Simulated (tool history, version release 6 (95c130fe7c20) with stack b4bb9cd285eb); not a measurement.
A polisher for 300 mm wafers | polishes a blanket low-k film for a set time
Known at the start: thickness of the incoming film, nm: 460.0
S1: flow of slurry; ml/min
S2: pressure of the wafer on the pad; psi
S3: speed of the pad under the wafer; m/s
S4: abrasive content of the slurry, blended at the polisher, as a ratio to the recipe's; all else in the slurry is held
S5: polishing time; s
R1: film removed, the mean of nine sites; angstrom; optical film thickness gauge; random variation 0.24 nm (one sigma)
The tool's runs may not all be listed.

Run 1, day 0: S1 210 ml/min, S2 2.4 psi, S3 0.84 m/s, S4 1, S5 42 s. Result: R1 220.94 angstrom.
Run 2, day 0.271: S1 210 ml/min, S2 2.9 psi, S3 0.84 m/s, S4 1, S5 42 s. Result: R1 270.01 angstrom.
Run 3, day 0.458: S1 210 ml/min, S2 2.7 psi, S3 0.84 m/s, S4 1, S5 42 s. Result: R1 252.4 angstrom.
Run 4, day 0.717: S1 210 ml/min, S2 2.7 psi, S3 0.84 m/s, S4 1.1, S5 42 s. Result: R1 261.68 angstrom.
Run 5, day 1: S1 210 ml/min, S2 2.5 psi, S3 0.84 m/s, S4 1.1, S5 42 s. Result: R1 251.17 angstrom.
Run 6, day 1.208: S1 210 ml/min, S2 2.3 psi, S3 0.84 m/s, S4 1.1, S5 42 s. Result: R1 228.65 angstrom.
Run 7, day 1.267: S1 210 ml/min, S2 2.2 psi, S3 0.84 m/s, S4 1.1, S5 42 s. Result: R1 216.85 angstrom.
Run 8, day 1.396: S1 210 ml/min, S2 2.1 psi, S3 0.84 m/s, S4 1.1, S5 42 s. Result: R1 211.59 angstrom.

Run 9 comes next. What will it give?
Run 9, day 1.579: S1 210 ml/min, S2 2 psi, S3 0.84 m/s, S4 1.1, S5 42 s. Result: R1 ?.

Run 9 gave R1 197.96 angstrom.
